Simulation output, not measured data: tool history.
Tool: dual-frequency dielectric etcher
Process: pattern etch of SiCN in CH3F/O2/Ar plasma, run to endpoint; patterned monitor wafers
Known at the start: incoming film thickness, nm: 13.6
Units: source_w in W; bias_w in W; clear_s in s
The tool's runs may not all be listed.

run  hour  source_w  bias_w  clear_s
  1   0.0       360     103   33.571
  2   5.1       330     100   35.319
  3   8.0       370     100   33.657
  4  13.6       370     114   32.296
  5  20.2       370     127   30.508
  6  28.2       330     119   32.565
  7  30.6       300     112   33.883
  8  39.1       280     105   35.824
  9  42.5       270     102   36.252

Run 10 comes next. What will it give?
 10  47.0       220      92        ?

clear_s: 40.720 s
